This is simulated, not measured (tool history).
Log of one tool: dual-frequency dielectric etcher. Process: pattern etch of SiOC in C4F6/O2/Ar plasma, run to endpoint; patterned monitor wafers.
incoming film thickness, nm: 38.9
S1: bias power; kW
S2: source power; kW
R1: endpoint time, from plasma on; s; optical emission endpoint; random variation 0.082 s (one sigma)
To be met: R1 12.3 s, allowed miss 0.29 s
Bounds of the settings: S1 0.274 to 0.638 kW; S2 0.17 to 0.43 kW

run,hour,S1,S2,R1
1,0,0.456,0.3,14.057
2,8.3,0.456,0.27,14.769
3,9.9,0.474,0.28,14.248
4,16.3,0.49,0.28,14.025
5,25.2,0.49,0.23,15.263
6,33.9,0.413,0.23,16.262
7,42.5,0.436,0.24,15.558
8,51.1,0.527,0.29,13.605
9,58.5,0.537,0.29,13.483
10,66.9,0.546,0.29,13.261
11,74,0.555,0.29,13.129
12,80,0.562,0.29,12.995
13,87.9,0.568,0.29,13.174
14,90.1,0.574,0.29,13.187

4 next moves are on the table. One of them brings every result within its allowed miss. Which?
A,92.3,0.584,0.2,?
B,92.3,0.627,0.28,?
C,92.3,0.562,0.31,?
D,92.3,0.59,0.33,?

move,R1
A,15.305
B,12.879
C,12.871
D,12.313
A: further off than the last run
B: nearer than the last run, and not there yet
C: nearer than the last run, and not there yet
D: meets every target
Move D is the one to make.
